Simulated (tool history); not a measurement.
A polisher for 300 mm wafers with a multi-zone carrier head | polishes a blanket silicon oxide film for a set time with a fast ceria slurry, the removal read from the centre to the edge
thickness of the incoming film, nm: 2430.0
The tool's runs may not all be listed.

run  hour  flow of slurry (ml/min)  pressure of the head's centre zone  pressure of the head's middle zone  pressure of the head's edge zone  polishing time (s)  film removed at the wafer's centre (Å)  film removed at mid-radius (Å)  film removed at the wafer's edge (Å)
  1     0                      305                                   1                                   1                                 1                  33                                  8156.1                          8300.6                                8428.1
  2   4.8                      305                                   1                                1.06                                 1                  33                                  8177.3                          8829.6                                8376.4
  3  11.4                      305                                   1                                1.06                              0.93                  33                                    8372                          8652.2                                8236.8
  4  14.4                      305                                0.99                                1.07                              0.95                  34                                  8317.7                          8930.5                                8809.6
  5  18.9                      310                                0.99                                1.09                              0.97                  34                                  8304.2                          9380.5                                  8615
  6  20.4                      310                                0.99                                1.04                              0.97                  34                                  8341.4                            8890                                8519.4
  7  24.9                      305                                0.99                                1.06                              0.98                  35                                  8601.1                          9159.4                                9001.7
  8  30.4                      310                                0.99                                1.08                              0.99                  35                                  8598.2                          9522.2                                8899.7
  9  37.2                      310                                0.98                                1.09                              0.99                  36                                  8568.3                          9657.9                                9222.9

Forecast run 10:
 10  40.4                      315                                0.98                                 1.1                              0.99                  36                                       ?                               ?                                     ?

{"run 10": {"film removed at the wafer's centre (Å)": 8764.2, "film removed at mid-radius (Å)": 9881.2, "film removed at the wafer's edge (Å)": 9221}}
